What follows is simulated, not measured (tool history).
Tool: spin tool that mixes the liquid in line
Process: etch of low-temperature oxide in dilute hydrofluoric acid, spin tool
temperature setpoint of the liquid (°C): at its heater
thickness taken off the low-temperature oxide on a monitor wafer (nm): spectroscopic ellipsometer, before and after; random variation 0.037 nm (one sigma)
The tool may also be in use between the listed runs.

run  hour  temperature setpoint of the liquid (°C)  parts of water to one part of 49 % hydrofluoric acid (parts by volume)  time under the liquid (s)  thickness taken off the low-temperature oxide on a monitor wafer (nm)
  1   0.0                                     22.0                                                                      85                         15                                                                 1.7112
  2   1.7                                     23.5                                                                      75                         15                                                                 2.1143
  3   9.8                                     24.5                                                                      70                         15                                                                 2.3391
  4  16.1                                     24.5                                                                      55                         15                                                                 2.9970
  5  21.5                                     24.5                                                                      75                         15                                                                 2.1785
  6  24.2                                     25.5                                                                      70                         15                                                                 2.4508
  7  27.1                                     26.0                                                                      65                         15                                                                 2.7113
  8  34.9                                     26.5                                                                      60                         15                                                                 3.0103
  9  42.1                                     27.0                                                                      55                         15                                                                 3.3812
 10  44.7                                     27.5                                                                      50                         15                                                                 3.8776
 11  51.2                                     28.0                                                                      50                         15                                                                 3.8585

The next listed run, before its measurement:
 12  57.1                                     30.0                                                                      35                         15                                                                      ?

{"run 12": {"thickness taken off the low-temperature oxide on a monitor wafer (nm)": 6.1731}}

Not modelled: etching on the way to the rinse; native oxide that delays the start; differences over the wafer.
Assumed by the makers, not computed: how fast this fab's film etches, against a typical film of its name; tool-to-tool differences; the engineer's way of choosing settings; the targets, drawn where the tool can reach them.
